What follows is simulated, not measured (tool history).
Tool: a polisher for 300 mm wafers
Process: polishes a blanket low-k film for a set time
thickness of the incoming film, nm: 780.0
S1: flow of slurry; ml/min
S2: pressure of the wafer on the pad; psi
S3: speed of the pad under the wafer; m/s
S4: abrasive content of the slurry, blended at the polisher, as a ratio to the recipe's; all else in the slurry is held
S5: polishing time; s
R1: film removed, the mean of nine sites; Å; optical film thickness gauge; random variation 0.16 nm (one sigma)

{"run": 1, "day": 0.0, "S1": 170, "S2": 1.7, "S3": 0.98, "S4": 1, "S5": 38, "R1": 143.09}
{"run": 2, "day": 0.217, "S1": 180, "S2": 1.9, "S3": 0.98, "S4": 1, "S5": 38, "R1": 155.84}
{"run": 3, "day": 0.358, "S1": 180, "S2": 2.1, "S3": 1, "S4": 1, "S5": 38, "R1": 169.71}
{"run": 4, "day": 0.562, "S1": 180, "S2": 2.1, "S3": 1, "S4": 1, "S5": 34, "R1": 152.21}
{"run": 5, "day": 0.675, "S1": 145, "S2": 2.1, "S3": 1, "S4": 1, "S5": 34, "R1": 147.82}
{"run": 6, "day": 0.996, "S1": 170, "S2": 2.3, "S3": 1.06, "S4": 1, "S5": 34, "R1": 167.53}
{"run": 7, "day": 1.342, "S1": 185, "S2": 2.4, "S3": 1.14, "S4": 1, "S5": 34, "R1": 186.68}

Run 8 comes next. What will it give?
{"run": 8, "day": 1.608, "S1": 185, "S2": 2.7, "S3": 1.32, "S4": 1, "S5": 34, "R1": "?"}

{"run 8": {"R1": 231.67}}
